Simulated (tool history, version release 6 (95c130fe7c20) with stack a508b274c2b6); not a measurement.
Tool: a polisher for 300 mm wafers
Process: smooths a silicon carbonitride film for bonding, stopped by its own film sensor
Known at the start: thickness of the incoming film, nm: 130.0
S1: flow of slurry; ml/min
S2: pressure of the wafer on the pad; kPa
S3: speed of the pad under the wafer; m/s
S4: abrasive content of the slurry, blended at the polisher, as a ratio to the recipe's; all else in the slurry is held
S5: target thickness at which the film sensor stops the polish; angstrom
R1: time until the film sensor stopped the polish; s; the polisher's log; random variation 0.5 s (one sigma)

| run | hour | S1 | S2 | S3 | S4 | S5 | R1 |
|---|---|---|---|---|---|---|---|
| 1 | 0 | 260 | 17.9 | 0.82 | 1 | 1140 | 53.073 |
| 2 | 1.6 | 260 | 17.9 | 0.82 | 1 | 1150 | 51.155 |
| 3 | 7.5 | 260 | 19.3 | 0.82 | 1 | 1150 | 46.357 |
| 4 | 12.2 | 260 | 19.3 | 0.82 | 0.9 | 1150 | 48.125 |
| 5 | 15.1 | 260 | 19.3 | 0.82 | 0.9 | 1140 | 51.185 |
| 6 | 19.3 | 260 | 15.9 | 0.82 | 0.9 | 1140 | 63.018 |
| 7 | 25 | 260 | 20.7 | 0.86 | 0.9 | 1140 | 46.372 |

The next listed run, before its measurement:
| 8 | 25.7 | 260 | 21.4 | 0.86 | 0.9 | 1140 | ? |

R1: 45.028 s
